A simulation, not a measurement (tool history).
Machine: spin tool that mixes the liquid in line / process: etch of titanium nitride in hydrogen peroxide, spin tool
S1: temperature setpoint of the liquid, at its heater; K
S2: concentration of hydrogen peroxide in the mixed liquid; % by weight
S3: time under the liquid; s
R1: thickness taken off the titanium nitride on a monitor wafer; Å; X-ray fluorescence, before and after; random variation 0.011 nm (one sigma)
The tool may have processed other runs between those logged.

run  hour      S1    S2  S3      R1
  1   0.0  324.15  20.0  50  26.170
  2   4.1  331.15  20.0  50  43.063
  3   8.8  331.15  23.0  50  44.220
  4   9.7  327.15  23.0  50  33.248
  5  17.7  325.65  23.0  50  30.287
  6  21.3  325.65  23.0  50  30.048
  7  22.8  324.15  23.0  50  27.138
  8  30.9  323.15  23.0  50  25.059

Estimate the outcome of run 9 from the log above:
  9  31.5  322.15  23.0  50   ?

Run 9 yielded R1 23.611 Å.
